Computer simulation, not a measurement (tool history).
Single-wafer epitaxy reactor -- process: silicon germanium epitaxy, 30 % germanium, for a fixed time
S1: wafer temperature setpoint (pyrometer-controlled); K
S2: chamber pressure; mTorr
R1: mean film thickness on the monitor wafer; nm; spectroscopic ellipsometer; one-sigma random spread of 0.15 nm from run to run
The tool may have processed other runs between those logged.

Run 1, hour 0: S1 873.15 K, S2 15200 mTorr. Result: R1 52.436 nm.
Run 2, hour 6.3: S1 870.15 K, S2 15100 mTorr. Result: R1 50.463 nm.
Run 3, hour 7.1: S1 867.15 K, S2 15000 mTorr. Result: R1 47.909 nm.
Run 4, hour 12.9: S1 867.15 K, S2 17200 mTorr. Result: R1 49.601 nm.
Run 5, hour 17.3: S1 865.15 K, S2 17100 mTorr. Result: R1 48.038 nm.
Run 6, hour 22.3: S1 865.15 K, S2 15000 mTorr. Result: R1 46.376 nm.
Run 7, hour 26.8: S1 863.15 K, S2 15000 mTorr. Result: R1 44.901 nm.
Run 8, hour 33.9: S1 862.15 K, S2 15000 mTorr. Result: R1 44.227 nm.
Run 9, hour 39.3: S1 861.15 K, S2 15000 mTorr. Result: R1 43.26 nm.
Run 10, hour 46.3: S1 861.15 K, S2 15000 mTorr. Result: R1 43.381 nm.

For run 11, what comes out?
Run 11, hour 49.8: S1 860.15 K, S2 15000 mTorr. Result: R1 ?.

R1: 42.781 nm
